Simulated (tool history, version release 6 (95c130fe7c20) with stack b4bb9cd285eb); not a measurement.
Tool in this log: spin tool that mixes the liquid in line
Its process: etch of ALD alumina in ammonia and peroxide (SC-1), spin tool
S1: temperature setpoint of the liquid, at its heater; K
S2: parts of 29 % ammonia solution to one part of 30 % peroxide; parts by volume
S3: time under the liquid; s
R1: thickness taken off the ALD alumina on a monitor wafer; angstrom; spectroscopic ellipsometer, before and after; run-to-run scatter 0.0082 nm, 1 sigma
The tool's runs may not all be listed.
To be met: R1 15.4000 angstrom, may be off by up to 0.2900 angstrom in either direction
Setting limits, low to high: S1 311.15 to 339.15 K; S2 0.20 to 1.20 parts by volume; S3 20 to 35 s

Run 1, hour 0.0: S1 323.15 K, S2 0.70 parts by volume, S3 35 s. Result: R1 13.4240 angstrom.
Run 2, hour 0.8: S1 317.15 K, S2 0.70 parts by volume, S3 35 s. Result: R1 9.4171 angstrom.
Run 3, hour 5.3: S1 313.15 K, S2 0.70 parts by volume, S3 35 s. Result: R1 7.5403 angstrom.
Run 4, hour 11.4: S1 315.15 K, S2 0.70 parts by volume, S3 35 s. Result: R1 8.4140 angstrom.
Run 5, hour 12.0: S1 312.65 K, S2 0.70 parts by volume, S3 35 s. Result: R1 7.3148 angstrom.
Run 6, hour 19.9: S1 312.65 K, S2 0.85 parts by volume, S3 35 s. Result: R1 7.4055 angstrom.
Run 7, hour 22.4: S1 315.15 K, S2 0.85 parts by volume, S3 35 s. Result: R1 8.5576 angstrom.
Run 8, hour 30.5: S1 317.15 K, S2 0.85 parts by volume, S3 35 s. Result: R1 9.7125 angstrom.
Run 9, hour 37.5: S1 318.65 K, S2 0.85 parts by volume, S3 35 s. Result: R1 10.5860 angstrom.
Run 10, hour 42.5: S1 319.65 K, S2 0.85 parts by volume, S3 35 s. Result: R1 11.1590 angstrom.
Run 11, hour 45.9: S1 320.65 K, S2 0.85 parts by volume, S3 35 s. Result: R1 11.7980 angstrom.

Next run, 4 choices. One meets every target within its allowed miss, the rest don't. Which?
Run A, hour 49.3: S1 317.65 K, S2 0.60 parts by volume, S3 35 s. Result: R1 ?.
Run B, hour 49.3: S1 328.15 K, S2 0.95 parts by volume, S3 35 s. Result: R1 ?.
Run C, hour 49.3: S1 324.65 K, S2 0.80 parts by volume, S3 35 s. Result: R1 ?.
Run D, hour 49.3: S1 325.15 K, S2 1.00 parts by volume, S3 35 s. Result: R1 ?.

move       R1
   A   9.6163
   B  17.9140
   C  14.6020
   D  15.3250
A: lands further from the targets than the last run did
B: carries the result that was furthest off beyond its target, to the other side
C: better than the last run, though not everything is in spec
D: all results land within tolerance of their targets
Go with D: it meets all targets.
